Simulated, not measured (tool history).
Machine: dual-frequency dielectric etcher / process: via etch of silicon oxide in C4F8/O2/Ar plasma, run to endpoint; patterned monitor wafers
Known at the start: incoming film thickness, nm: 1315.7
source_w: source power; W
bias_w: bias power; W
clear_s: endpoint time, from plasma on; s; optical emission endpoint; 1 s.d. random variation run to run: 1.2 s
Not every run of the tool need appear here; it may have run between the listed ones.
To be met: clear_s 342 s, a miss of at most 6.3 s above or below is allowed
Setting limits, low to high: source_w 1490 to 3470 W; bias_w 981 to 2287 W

run	hour	source_w	bias_w	clear_s
1	0	2480	1634	266.47
2	2.5	2480	1376	284.03
3	8.5	2480	1522	272.92
4	9.3	2280	1453	293.47
5	14.2	2010	1453	315.86
6	20.2	2010	1663	300.44
7	23.2	1910	1656	313.57
8	26.5	1510	1623	376.77
9	35.2	1560	1625	365.54
10	41.9	1600	1627	360.53
11	47.1	1630	1628	353.85
12	47.8	1830	1652	322.23
13	56.4	1800	1651	326.97
14	64.9	1800	1651	327.07
15	68.4	1770	1650	329.71
16	73.1	1750	1649	334.98
17	79.8	1740	1649	335.82

Consider the 5 candidate settings below. Which is the only one whose results all fall within their allowed miss of target?
A	86.5	1530	2091	?
B	86.5	1750	1711	?
C	86.5	1730	1808	?
D	86.5	1810	1723	?
E	86.5	1710	1771	?

move	clear_s
A	341.21
B	331.31
C	327.45
D	322.53
E	332.78
A: all results in spec
B: its largest miss is bigger than the last run's
C: its largest miss is bigger than the last run's
D: its largest miss is bigger than the last run's
E: its largest miss is bigger than the last run's
A is the move that brings every result within its allowed miss.

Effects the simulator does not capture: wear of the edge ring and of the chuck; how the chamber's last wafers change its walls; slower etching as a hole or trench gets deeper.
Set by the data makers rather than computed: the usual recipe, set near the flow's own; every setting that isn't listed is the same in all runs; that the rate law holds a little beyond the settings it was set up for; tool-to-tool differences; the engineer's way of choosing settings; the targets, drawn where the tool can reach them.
